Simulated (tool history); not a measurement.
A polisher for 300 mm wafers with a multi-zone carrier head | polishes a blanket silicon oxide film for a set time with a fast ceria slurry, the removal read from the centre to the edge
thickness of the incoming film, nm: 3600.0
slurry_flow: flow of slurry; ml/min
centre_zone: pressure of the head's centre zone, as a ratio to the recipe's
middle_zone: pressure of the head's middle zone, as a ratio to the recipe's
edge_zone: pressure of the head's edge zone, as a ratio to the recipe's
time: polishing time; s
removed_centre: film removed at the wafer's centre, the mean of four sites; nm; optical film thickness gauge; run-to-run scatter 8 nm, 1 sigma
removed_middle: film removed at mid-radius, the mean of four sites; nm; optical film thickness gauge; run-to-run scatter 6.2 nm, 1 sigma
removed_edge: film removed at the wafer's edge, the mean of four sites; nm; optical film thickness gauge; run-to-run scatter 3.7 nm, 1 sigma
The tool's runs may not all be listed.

| run | hour | slurry_flow | centre_zone | middle_zone | edge_zone | time | removed_centre | removed_middle | removed_edge |
|---|---|---|---|---|---|---|---|---|---|
| 1 | 0.0 | 190 | 1.00 | 1.00 | 1.00 | 57 | 821.86 | 783.88 | 800.55 |
| 2 | 5.6 | 215 | 1.00 | 1.00 | 1.00 | 57 | 825.79 | 800.97 | 799.56 |
| 3 | 7.2 | 215 | 1.00 | 1.00 | 0.97 | 57 | 818.59 | 779.50 | 800.72 |
| 4 | 14.8 | 215 | 1.07 | 1.00 | 0.97 | 57 | 880.58 | 785.92 | 806.59 |
| 5 | 20.2 | 215 | 1.07 | 1.05 | 0.97 | 57 | 871.20 | 824.11 | 807.22 |
| 6 | 25.8 | 215 | 1.07 | 1.05 | 0.95 | 53 | 836.02 | 761.68 | 738.42 |
| 7 | 32.9 | 210 | 1.04 | 1.04 | 0.93 | 50 | 740.07 | 708.45 | 688.14 |
| 8 | 41.5 | 210 | 1.04 | 1.04 | 0.91 | 48 | 709.60 | 694.58 | 652.79 |
| 9 | 45.0 | 205 | 1.04 | 1.02 | 0.89 | 46 | 687.45 | 651.13 | 617.07 |
| 10 | 53.0 | 200 | 1.03 | 1.00 | 0.87 | 45 | 655.14 | 613.63 | 595.69 |

Run 11 has not been measured yet. What should we expect?
| 11 | 61.0 | 195 | 1.03 | 1.00 | 0.86 | 44 | ? | ? | ? |

removed_centre: 635.31 nm
removed_middle: 609.22 nm
removed_edge: 580.52 nm

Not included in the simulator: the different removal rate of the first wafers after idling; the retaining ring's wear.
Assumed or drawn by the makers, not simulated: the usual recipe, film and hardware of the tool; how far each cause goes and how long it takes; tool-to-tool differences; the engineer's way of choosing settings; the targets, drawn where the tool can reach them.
